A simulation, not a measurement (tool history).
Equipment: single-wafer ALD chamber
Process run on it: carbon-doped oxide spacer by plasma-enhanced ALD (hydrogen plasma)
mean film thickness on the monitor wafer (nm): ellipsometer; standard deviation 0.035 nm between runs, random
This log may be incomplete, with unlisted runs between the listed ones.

| run | day | heater temperature setpoint (deg C) | number of ALD cycles (cycles) | mean film thickness on the monitor wafer (nm) |
|---|---|---|---|---|
| 1 | 0 | 395 | 225 | 11.963 |
| 2 | 0.325 | 403 | 225 | 11.562 |
| 3 | 0.5 | 406 | 219 | 11.229 |
| 4 | 0.708 | 406 | 206 | 10.448 |
| 5 | 1.075 | 406 | 222 | 11.382 |
|  | 1.442 | thermocouple changed; heater temperature recalibrated |
| 6 | 1.442 | 407 | 216 | 11.116 |
| 7 | 1.783 | 407 | 211 | 10.907 |

For run 8, what comes out?
| 8 | 2.171 | 407 | 206 | ? |

{"run 8": {"mean film thickness on the monitor wafer (nm)": 10.545}}
